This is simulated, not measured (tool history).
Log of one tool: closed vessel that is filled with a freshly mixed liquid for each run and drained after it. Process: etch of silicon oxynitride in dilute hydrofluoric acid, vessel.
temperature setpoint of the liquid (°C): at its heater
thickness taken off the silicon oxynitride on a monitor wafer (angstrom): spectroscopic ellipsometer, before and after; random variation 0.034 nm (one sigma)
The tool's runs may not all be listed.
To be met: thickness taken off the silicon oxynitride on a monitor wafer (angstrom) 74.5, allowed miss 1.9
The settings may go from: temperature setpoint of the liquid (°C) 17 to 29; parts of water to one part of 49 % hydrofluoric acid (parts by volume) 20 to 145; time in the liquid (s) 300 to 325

| run | day | temperature setpoint of the liquid (°C) | parts of water to one part of 49 % hydrofluoric acid (parts by volume) | time in the liquid (s) | thickness taken off the silicon oxynitride on a monitor wafer (angstrom) |
|---|---|---|---|---|---|
| 1 | 0 | 21 | 80 | 300 | 106.13 |
| 2 | 0.354 | 21 | 100 | 300 | 83.946 |
| 3 | 0.417 | 21 | 100 | 300 | 83.913 |
| 4 | 0.475 | 20.5 | 100 | 300 | 82.312 |
| 5 | 0.8 | 20.5 | 100 | 325 | 88.891 |
| 6 | 1.029 | 19.5 | 100 | 325 | 85.32 |
| 7 | 1.079 | 19 | 100 | 325 | 82.311 |
| 8 | 1.354 | 18.5 | 100 | 325 | 80.596 |
| 9 | 1.621 | 18 | 100 | 325 | 78.894 |

Which of these 4 next moves meets every target?
| A | 1.888 | 19 | 110 | 325 | ? |
| B | 1.888 | 17 | 100 | 300 | ? |
| C | 1.888 | 18 | 95 | 320 | ? |
| D | 1.888 | 18.5 | 105 | 300 | ? |

| move | thickness taken off the silicon oxynitride on a monitor wafer (angstrom) |
|---|---|
| A | 73.914 |
| B | 68.414 |
| C | 81.024 |
| D | 69.978 |
A: meets every target
B: takes the result that was furthest off past its target
C: further off than the last run
D: takes the result that was furthest off past its target
Answer: A
